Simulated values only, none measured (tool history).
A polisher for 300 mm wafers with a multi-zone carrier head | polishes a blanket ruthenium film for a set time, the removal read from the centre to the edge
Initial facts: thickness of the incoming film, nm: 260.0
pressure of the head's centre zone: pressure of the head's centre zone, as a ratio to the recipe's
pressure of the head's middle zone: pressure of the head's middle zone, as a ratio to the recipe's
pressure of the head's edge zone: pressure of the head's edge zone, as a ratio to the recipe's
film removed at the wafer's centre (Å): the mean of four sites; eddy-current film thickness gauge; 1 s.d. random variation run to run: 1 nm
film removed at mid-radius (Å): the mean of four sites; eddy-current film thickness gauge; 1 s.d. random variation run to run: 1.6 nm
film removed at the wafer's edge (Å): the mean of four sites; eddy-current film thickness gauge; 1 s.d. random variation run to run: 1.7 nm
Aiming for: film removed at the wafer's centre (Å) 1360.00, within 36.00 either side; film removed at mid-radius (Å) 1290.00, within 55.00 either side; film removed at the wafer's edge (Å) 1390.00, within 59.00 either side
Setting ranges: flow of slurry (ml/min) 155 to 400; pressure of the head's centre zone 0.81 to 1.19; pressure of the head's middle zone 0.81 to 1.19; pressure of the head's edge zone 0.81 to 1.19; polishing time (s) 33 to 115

run  hour  flow of slurry (ml/min)  pressure of the head's centre zone  pressure of the head's middle zone  pressure of the head's edge zone  polishing time (s)  film removed at the wafer's centre (Å)  film removed at mid-radius (Å)  film removed at the wafer's edge (Å)
  1   0.0                      255                                1.00                                1.00                              1.00                  73                                  943.02                          948.42                                951.20
  2   4.0                      255                                1.01                                1.00                              1.03                  77                                  991.03                          975.47                               1017.80
  3   7.0                      255                                1.01                                1.00                              0.99                  77                                  994.97                          973.10                                985.30
  4  13.9                      255                                1.01                                1.08                              0.99                  77                                 1003.50                         1053.40                                982.17
  5  18.5                      220                                1.01                                1.08                              0.99                  77                                  992.53                         1068.20                                972.53
  6  23.2                      225                                1.02                                1.08                              1.02                  80                                 1045.60                         1102.30                               1029.20
  7  30.3                      230                                1.03                                1.08                              1.05                  83                                 1083.50                         1151.60                               1117.50
  8  34.4                      235                                1.06                                1.08                              1.07                  84                                 1144.20                         1161.30                               1119.70
  9  36.9                      240                                1.07                                1.07                              1.09                  86                                 1188.20                         1197.00                               1172.80
 10  38.2                      245                                1.08                                1.06                              1.11                  87                                 1213.50                         1202.90                               1199.90
 11  40.4                      250                                1.08                                1.05                              1.12                  88                                 1226.40                         1178.30                               1193.90

Exercise: of the 4 proposed moves below, exactly one satisfies all targets within the stated allowed misses. Which move is it?
  A  42.6                      240                                1.07                                1.02                              1.18                  99                                       ?                               ?                                     ?
  B  42.6                      340                                0.92                                1.01                              1.19                  94                                       ?                               ?                                     ?
  C  42.6                      310                                0.91                                0.94                              1.19                  89                                       ?                               ?                                     ?
  D  42.6                      190                                1.19                                1.10                              0.86                  94                                       ?                               ?                                     ?

move  film removed at the wafer's centre (Å)  film removed at mid-radius (Å)  film removed at the wafer's edge (Å)
   A                                 1360.70                         1318.40                               1393.90
   B                                 1149.70                         1282.80                               1362.60
   C                                 1067.00                         1134.70                               1283.70
   D                                 1396.80                         1299.80                               1111.70
A: every result within its allowed miss
B: the biggest miss grows against the last run
C: the biggest miss grows against the last run
D: takes the result that was furthest off past its target
Correct choice: A, which meets every target

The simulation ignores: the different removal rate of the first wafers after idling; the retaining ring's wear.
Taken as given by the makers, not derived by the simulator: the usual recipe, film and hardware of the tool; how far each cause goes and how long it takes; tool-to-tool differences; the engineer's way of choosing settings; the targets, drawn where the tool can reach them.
